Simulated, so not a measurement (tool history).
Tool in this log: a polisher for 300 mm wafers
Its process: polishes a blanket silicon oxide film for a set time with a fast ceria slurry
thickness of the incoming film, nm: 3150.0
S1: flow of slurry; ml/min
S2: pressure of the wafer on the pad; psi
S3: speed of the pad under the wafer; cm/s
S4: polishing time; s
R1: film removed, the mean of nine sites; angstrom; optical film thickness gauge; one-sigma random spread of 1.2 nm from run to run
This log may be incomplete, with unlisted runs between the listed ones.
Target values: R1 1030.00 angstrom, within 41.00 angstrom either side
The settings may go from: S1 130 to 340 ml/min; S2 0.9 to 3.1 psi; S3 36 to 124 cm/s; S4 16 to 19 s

{"run": 1, "hour": 0.0, "S1": 220, "S2": 2.0, "S3": 80, "S4": 19, "R1": 1983.3}
{"run": 2, "hour": 1.2, "S1": 220, "S2": 1.9, "S3": 80, "S4": 19, "R1": 1861.9}
{"run": 3, "hour": 10.2, "S1": 220, "S2": 1.9, "S3": 80, "S4": 19, "R1": 1887.0}
{"run": 4, "hour": 17.7, "S1": 220, "S2": 1.8, "S3": 80, "S4": 19, "R1": 1794.8}
{"run": 5, "hour": 20.4, "S1": 220, "S2": 1.8, "S3": 90, "S4": 19, "R1": 1984.1}
{"run": 6, "hour": 25.6, "S1": 220, "S2": 1.7, "S3": 88, "S4": 19, "R1": 1817.4}
{"run": 7, "hour": 27.5, "S1": 220, "S2": 1.6, "S3": 86, "S4": 19, "R1": 1688.4}
{"run": 8, "hour": 29.3, "S1": 220, "S2": 1.5, "S3": 86, "S4": 19, "R1": 1633.1}
{"run": 9, "hour": 31.9, "S1": 220, "S2": 1.4, "S3": 84, "S4": 19, "R1": 1486.2}
{"run": 10, "hour": 38.7, "S1": 220, "S2": 0.9, "S3": 76, "S4": 19, "R1": 854.55}
{"run": 11, "hour": 41.4, "S1": 220, "S2": 1.0, "S3": 76, "S4": 19, "R1": 981.12}

Which single option among these 5 for the next run brings every result within its allowed miss of target? Just one does.
{"run": "A", "hour": 44.1, "S1": 250, "S2": 1.1, "S3": 68, "S4": 19, "R1": "?"}
{"run": "B", "hour": 44.1, "S1": 255, "S2": 1.0, "S3": 76, "S4": 18, "R1": "?"}
{"run": "C", "hour": 44.1, "S1": 210, "S2": 1.1, "S3": 68, "S4": 19, "R1": "?"}
{"run": "D", "hour": 44.1, "S1": 200, "S2": 1.2, "S3": 62, "S4": 19, "R1": "?"}
{"run": "E", "hour": 44.1, "S1": 235, "S2": 1.0, "S3": 80, "S4": 19, "R1": "?"}

move=A R1=966.99
move=B R1=933.91
move=C R1=951.59
move=D R1=941.01
move=E R1=1028.50
A: further off than the last run
B: further off than the last run
C: further off than the last run
D: further off than the last run
E: hits every target within its allowed miss
E is the move that brings every result within its allowed miss.

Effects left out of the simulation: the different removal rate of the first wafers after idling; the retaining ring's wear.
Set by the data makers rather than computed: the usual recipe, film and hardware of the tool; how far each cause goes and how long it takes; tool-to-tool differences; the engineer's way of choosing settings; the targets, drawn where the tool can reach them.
